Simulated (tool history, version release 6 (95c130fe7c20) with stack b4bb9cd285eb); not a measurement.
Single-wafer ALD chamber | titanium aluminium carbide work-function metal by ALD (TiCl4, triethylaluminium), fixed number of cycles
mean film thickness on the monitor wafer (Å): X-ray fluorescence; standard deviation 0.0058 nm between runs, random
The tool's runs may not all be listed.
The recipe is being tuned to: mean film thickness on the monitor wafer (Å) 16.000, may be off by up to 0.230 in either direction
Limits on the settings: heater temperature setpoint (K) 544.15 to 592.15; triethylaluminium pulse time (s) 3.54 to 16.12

| run | hour | heater temperature setpoint (K) | triethylaluminium pulse time (s) | mean film thickness on the monitor wafer (Å) |
|---|---|---|---|---|
| 1 | 0.0 | 568.15 | 9.83 | 18.279 |
| 2 | 3.9 | 563.15 | 9.15 | 17.711 |
| 3 | 11.4 | 559.15 | 8.70 | 17.295 |
| 4 | 17.7 | 556.15 | 8.37 | 16.929 |
| 5 | 19.2 | 554.15 | 8.23 | 16.689 |
| 6 | 21.1 | 552.15 | 8.14 | 16.490 |
| 7 | 29.9 | 551.15 | 8.07 | 16.500 |
| 8 | 36.1 | 550.15 | 7.99 | 16.512 |

Next run, 4 choices. One meets every target within its allowed miss, the rest don't. Which?
| A | 42.3 | 554.15 | 9.67 | ? |
| B | 42.3 | 554.15 | 10.23 | ? |
| C | 42.3 | 556.15 | 6.74 | ? |
| D | 42.3 | 558.15 | 9.11 | ? |

| move | mean film thickness on the monitor wafer (Å) |
|---|---|
| A | 17.313 |
| B | 17.440 |
| C | 16.050 |
| D | 17.434 |
A: misses by more than the last run did
B: misses by more than the last run did
C: every result lands within tolerance
D: misses by more than the last run did
Move C is the one to make.
